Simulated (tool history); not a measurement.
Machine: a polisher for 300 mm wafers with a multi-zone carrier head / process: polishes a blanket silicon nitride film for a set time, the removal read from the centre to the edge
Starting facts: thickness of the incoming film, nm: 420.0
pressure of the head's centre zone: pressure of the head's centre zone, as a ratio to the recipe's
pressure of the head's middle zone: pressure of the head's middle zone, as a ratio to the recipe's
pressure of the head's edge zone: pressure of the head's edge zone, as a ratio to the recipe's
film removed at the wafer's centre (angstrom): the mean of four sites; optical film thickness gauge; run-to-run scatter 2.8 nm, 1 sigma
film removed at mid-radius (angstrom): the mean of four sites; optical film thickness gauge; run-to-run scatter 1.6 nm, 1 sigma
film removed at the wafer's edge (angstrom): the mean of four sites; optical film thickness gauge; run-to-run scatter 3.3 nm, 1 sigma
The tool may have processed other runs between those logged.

run	hour	flow of slurry (ml/min)	pressure of the head's centre zone	pressure of the head's middle zone	pressure of the head's edge zone	polishing time (s)	film removed at the wafer's centre (angstrom)	film removed at mid-radius (angstrom)	film removed at the wafer's edge (angstrom)
1	0.0	190	1.00	1.00	1.00	59	1628.9	1657.7	1648.4
2	8.7	225	1.00	1.00	1.00	59	1639.3	1690.1	1663.1
3	12.4	220	1.01	1.00	1.02	62	1750.9	1789.7	1788.9
4	13.1	220	1.05	1.00	1.02	62	1843.8	1779.7	1757.1
5	19.9	215	1.05	1.00	1.04	64	1847.1	1838.4	1831.7
6	25.8	215	1.05	1.00	1.08	64	1861.3	1849.1	1882.3

Run 7 comes next. What will it give?
7	26.4	215	1.05	0.99	1.09	66	?	?	?

film removed at the wafer's centre (angstrom): 1911.8
film removed at mid-radius (angstrom): 1883.1
film removed at the wafer's edge (angstrom): 1943.7

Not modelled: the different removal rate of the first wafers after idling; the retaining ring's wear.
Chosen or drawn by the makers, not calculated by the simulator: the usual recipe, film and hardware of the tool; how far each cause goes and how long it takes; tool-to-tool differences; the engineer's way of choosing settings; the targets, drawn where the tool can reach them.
